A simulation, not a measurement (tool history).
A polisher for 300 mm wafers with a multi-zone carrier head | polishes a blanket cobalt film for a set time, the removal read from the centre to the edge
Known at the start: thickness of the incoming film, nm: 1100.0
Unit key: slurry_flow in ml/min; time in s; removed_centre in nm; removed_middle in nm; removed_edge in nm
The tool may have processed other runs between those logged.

run,hour,slurry_flow,centre_zone,middle_zone,edge_zone,time,removed_centre,removed_middle,removed_edge
1,0.0,130,1.00,1.00,1.00,82,263.77,263.95,273.46
2,1.4,100,1.00,1.00,1.00,82,244.81,245.76,257.31
3,4.4,115,1.02,1.00,1.02,82,260.01,257.65,264.30
4,7.6,115,1.02,1.00,1.02,70,226.20,217.51,230.07
5,13.5,115,0.96,1.00,1.02,70,208.05,221.55,225.78
6,14.5,115,0.96,1.00,0.95,70,207.07,218.68,223.66
7,19.4,125,0.98,0.99,0.98,74,227.48,235.37,233.80
8,27.4,130,1.02,1.03,1.02,75,246.31,245.31,250.36
9,34.4,165,1.12,1.13,1.12,81,311.58,302.69,295.09
10,37.2,170,1.12,1.11,1.13,82,313.90,303.96,298.81
11,39.8,170,1.12,1.11,1.13,82,320.52,303.29,298.36
12,41.7,165,1.12,1.09,1.14,84,318.32,306.40,306.88

What does the tool deliver on the next run?
13,45.9,165,1.13,1.07,1.15,85,?,?,?

removed_centre: 324.20 nm
removed_middle: 306.20 nm
removed_edge: 306.52 nm

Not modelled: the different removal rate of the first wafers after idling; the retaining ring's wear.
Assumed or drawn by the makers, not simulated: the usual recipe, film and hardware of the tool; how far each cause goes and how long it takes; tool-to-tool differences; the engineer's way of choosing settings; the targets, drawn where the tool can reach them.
